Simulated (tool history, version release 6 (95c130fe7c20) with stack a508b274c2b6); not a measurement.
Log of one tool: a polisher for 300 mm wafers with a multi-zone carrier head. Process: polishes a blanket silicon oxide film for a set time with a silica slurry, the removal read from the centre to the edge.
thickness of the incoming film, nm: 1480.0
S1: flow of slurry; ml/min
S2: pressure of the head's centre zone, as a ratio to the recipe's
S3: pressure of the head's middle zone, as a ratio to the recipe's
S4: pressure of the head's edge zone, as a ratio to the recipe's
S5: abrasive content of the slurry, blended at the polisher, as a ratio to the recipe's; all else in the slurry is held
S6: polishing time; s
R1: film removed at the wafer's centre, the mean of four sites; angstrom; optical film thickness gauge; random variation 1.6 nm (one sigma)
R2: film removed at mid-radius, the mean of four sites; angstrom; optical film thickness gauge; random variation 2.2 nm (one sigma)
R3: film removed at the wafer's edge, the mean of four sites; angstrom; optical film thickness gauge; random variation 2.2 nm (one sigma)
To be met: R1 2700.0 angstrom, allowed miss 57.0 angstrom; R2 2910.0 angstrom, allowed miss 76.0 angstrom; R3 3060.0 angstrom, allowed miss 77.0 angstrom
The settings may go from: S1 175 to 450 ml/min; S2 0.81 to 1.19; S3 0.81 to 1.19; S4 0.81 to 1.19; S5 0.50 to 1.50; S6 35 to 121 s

run,hour,S1,S2,S3,S4,S5,S6,R1,R2,R3
1,0.0,290,1.00,1.00,1.00,1.00,78,2446.3,2462.7,2544.2
2,1.2,290,1.00,1.00,0.93,1.00,78,2422.1,2455.1,2455.5
3,9.5,305,0.99,1.02,1.00,1.05,78,2459.3,2529.1,2595.9
4,13.1,280,0.99,1.02,1.00,1.05,78,2431.2,2517.4,2579.5
5,19.1,300,0.99,1.05,1.05,1.10,78,2489.0,2621.2,2697.4
6,20.6,300,0.99,1.05,1.05,1.20,78,2598.5,2704.9,2781.1
7,22.3,315,0.99,1.07,1.09,1.20,78,2614.6,2722.3,2877.8
8,29.1,330,0.99,1.09,1.11,1.20,78,2652.7,2763.3,2882.3
9,36.3,335,0.98,1.10,1.13,1.25,78,2625.2,2804.9,2952.6
10,42.6,340,0.98,1.11,1.14,1.25,78,2602.7,2867.4,2970.8

Which of these 4 next moves meets every target?
A,48.9,345,1.02,1.17,1.10,1.20,78,?,?,?
B,48.9,370,0.89,1.12,1.18,1.25,79,?,?,?
C,48.9,335,0.99,1.14,1.18,1.00,86,?,?,?
D,48.9,350,0.93,1.13,1.07,1.20,82,?,?,?

move,R1,R2,R3
A,2695.1,2899.2,2832.8
B,2428.7,2928.5,3032.2
C,2692.8,2945.0,3027.9
D,2584.7,2996.8,2940.8
A: brings the result that was furthest off to its target, and leaves another outside
B: further off than the last run
C: meets every target
D: further off than the last run
The right move is C.
